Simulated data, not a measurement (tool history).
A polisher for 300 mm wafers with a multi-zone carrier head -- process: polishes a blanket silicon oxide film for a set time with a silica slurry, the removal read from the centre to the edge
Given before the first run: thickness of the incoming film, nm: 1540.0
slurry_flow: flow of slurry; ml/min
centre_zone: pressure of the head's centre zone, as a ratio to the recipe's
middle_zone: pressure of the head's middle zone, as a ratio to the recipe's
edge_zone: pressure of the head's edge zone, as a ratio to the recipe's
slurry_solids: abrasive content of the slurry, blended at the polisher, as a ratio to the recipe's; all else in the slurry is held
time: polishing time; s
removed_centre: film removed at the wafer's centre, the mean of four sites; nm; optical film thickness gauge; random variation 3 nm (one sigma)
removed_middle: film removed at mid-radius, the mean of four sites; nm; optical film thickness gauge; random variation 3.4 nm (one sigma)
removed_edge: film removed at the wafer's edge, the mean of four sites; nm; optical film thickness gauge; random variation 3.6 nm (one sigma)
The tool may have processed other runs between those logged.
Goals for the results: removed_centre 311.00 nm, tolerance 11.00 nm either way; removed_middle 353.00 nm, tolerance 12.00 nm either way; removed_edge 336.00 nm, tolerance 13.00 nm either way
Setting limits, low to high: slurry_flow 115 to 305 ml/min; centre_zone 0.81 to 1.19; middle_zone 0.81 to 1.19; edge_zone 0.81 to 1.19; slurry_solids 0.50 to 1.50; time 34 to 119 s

run	hour	slurry_flow	centre_zone	middle_zone	edge_zone	slurry_solids	time	removed_centre	removed_middle	removed_edge
1	0.0	195	1.00	1.00	1.00	1.00	76	290.13	297.21	291.31
2	2.2	200	1.00	1.01	1.02	1.00	76	293.76	299.52	292.52
3	7.1	200	1.00	1.01	1.02	0.80	76	260.02	256.93	263.26
4	11.9	200	1.00	1.07	1.02	0.80	76	257.63	269.61	255.95
5	13.0	205	0.99	1.07	1.03	0.85	76	263.91	284.36	272.40
6	18.2	215	0.99	1.08	1.05	0.85	76	267.28	289.56	268.77
7	27.1	215	0.98	1.07	1.06	0.90	76	273.89	301.77	287.25
8	29.6	215	0.98	1.07	1.06	0.90	76	270.16	296.81	280.64

Next run, 4 choices. One meets every target within its allowed miss, the rest don't. Which?
A	32.1	165	1.02	1.08	1.03	1.00	89	?	?	?
B	32.1	245	0.95	1.19	1.07	1.25	75	?	?	?
C	32.1	185	0.97	1.11	1.09	1.05	83	?	?	?
D	32.1	210	1.01	1.13	1.03	1.00	86	?	?	?

move	removed_centre	removed_middle	removed_edge
A	329.92	360.42	335.11
B	311.22	392.56	336.08
C	308.17	360.74	334.89
D	331.00	377.42	333.66
A: the furthest-off result lands on target, but another misses its tolerance
B: moves the result that the last run missed by most past its target, out the other side
C: every result lands within tolerance
D: moves the result that the last run missed by most past its target, out the other side
Move C is the one to make.

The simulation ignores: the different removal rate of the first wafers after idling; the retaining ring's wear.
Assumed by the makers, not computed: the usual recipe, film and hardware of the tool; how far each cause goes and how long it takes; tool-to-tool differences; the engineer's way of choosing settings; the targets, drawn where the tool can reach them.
